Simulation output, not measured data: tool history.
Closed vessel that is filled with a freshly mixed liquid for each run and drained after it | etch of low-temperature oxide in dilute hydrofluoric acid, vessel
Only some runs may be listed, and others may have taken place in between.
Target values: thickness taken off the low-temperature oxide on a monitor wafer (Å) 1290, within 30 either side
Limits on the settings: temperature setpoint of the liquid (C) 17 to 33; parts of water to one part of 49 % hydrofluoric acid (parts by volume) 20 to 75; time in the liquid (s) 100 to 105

run	hour	temperature setpoint of the liquid (C)	parts of water to one part of 49 % hydrofluoric acid (parts by volume)	time in the liquid (s)	thickness taken off the low-temperature oxide on a monitor wafer (Å)
1	0	25	45	100	577.13
2	5.9	25	45	100	585.21
3	9.8	26	40	100	688.23
4	12.8	26	50	100	536.9
5	15.7	26	50	100	532.2
6	18.8	27	45	100	620.26
7	19.8	28	40	100	737.94
8	25.3	28.5	40	100	747.72
9	33.4	29	35	100	880.67
10	34	29.5	35	100	905.68
11	40.1	30	35	100	917.47
12	45.6	30	35	100	931.32
13	50.7	30.5	35	100	952.39
14	59.1	31	35	100	961.28
15	65.8	31.5	35	100	981.6
16	67.3	32.5	30	100	1202.8
17	75	33	30	100	1228.8

Pick the move, out of 5, that brings all results within their allowed miss; only one does.
A	82.7	32	30	100	?
B	82.7	32.5	30	100	?
C	82.7	29.5	25	100	?
D	82.7	25	20	100	?
E	82.7	31	30	100	?

move	thickness taken off the low-temperature oxide on a monitor wafer (Å)
A	1176.3
B	1199.7
C	1287.9
D	1347.8
E	1130.7
A: its largest miss is bigger than the last run's
B: its largest miss is bigger than the last run's
C: every result within its allowed miss
D: takes the result that was furthest off past its target
E: its largest miss is bigger than the last run's
Move C is the one to make.

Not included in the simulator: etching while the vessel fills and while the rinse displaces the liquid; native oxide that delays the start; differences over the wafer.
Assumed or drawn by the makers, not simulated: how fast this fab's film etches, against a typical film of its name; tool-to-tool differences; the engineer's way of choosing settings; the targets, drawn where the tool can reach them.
